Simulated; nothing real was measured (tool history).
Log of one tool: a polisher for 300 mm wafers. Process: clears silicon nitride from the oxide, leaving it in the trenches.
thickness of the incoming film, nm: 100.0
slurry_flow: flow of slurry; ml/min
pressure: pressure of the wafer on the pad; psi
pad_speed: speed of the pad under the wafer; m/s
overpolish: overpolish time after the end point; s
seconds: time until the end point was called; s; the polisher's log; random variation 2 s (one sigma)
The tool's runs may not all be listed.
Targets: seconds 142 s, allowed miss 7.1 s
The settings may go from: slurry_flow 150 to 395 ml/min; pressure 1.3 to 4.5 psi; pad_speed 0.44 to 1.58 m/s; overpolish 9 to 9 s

{"run": 1, "day": 0.0, "slurry_flow": 250, "pressure": 2.9, "pad_speed": 1, "overpolish": 9, "seconds": 110.58}
{"run": 2, "day": 0.05, "slurry_flow": 250, "pressure": 2.9, "pad_speed": 1, "overpolish": 9, "seconds": 108.64}
{"run": 3, "day": 0.229, "slurry_flow": 250, "pressure": 2.9, "pad_speed": 1, "overpolish": 9, "seconds": 107.17}
{"run": 4, "day": 0.462, "slurry_flow": 205, "pressure": 2.9, "pad_speed": 1, "overpolish": 9, "seconds": 110.86}
{"run": 5, "day": 0.717, "slurry_flow": 205, "pressure": 2.8, "pad_speed": 1, "overpolish": 9, "seconds": 116.41}
{"run": 6, "day": 0.838, "slurry_flow": 205, "pressure": 2.7, "pad_speed": 1, "overpolish": 9, "seconds": 116.34}
{"day": 0.917, "done": "worn pad replaced by a new one"}
{"run": 7, "day": 0.917, "slurry_flow": 205, "pressure": 2.6, "pad_speed": 1, "overpolish": 9, "seconds": 112.71}
{"run": 8, "day": 1.162, "slurry_flow": 205, "pressure": 2.6, "pad_speed": 0.96, "overpolish": 9, "seconds": 115.18}
{"run": 9, "day": 1.412, "slurry_flow": 205, "pressure": 2.5, "pad_speed": 0.9, "overpolish": 9, "seconds": 127.78}

Which of these 5 next moves meets every target?
{"run": "A", "day": 1.662, "slurry_flow": 160, "pressure": 2.8, "pad_speed": 1, "overpolish": 9, "seconds": "?"}
{"run": "B", "day": 1.662, "slurry_flow": 190, "pressure": 2, "pad_speed": 0.92, "overpolish": 9, "seconds": "?"}
{"run": "C", "day": 1.662, "slurry_flow": 245, "pressure": 2.2, "pad_speed": 1.16, "overpolish": 9, "seconds": "?"}
{"run": "D", "day": 1.662, "slurry_flow": 190, "pressure": 2.6, "pad_speed": 0.74, "overpolish": 9, "seconds": "?"}
{"run": "E", "day": 1.662, "slurry_flow": 215, "pressure": 1.9, "pad_speed": 0.88, "overpolish": 9, "seconds": "?"}

move=A seconds=109.83
move=B seconds=156.5
move=C seconds=117.27
move=D seconds=140.35
move=E seconds=166.51
A: further off than the last run
B: takes the result that was furthest off past its target
C: further off than the last run
D: meets every target
E: takes the result that was furthest off past its target
Move D is the one to make.

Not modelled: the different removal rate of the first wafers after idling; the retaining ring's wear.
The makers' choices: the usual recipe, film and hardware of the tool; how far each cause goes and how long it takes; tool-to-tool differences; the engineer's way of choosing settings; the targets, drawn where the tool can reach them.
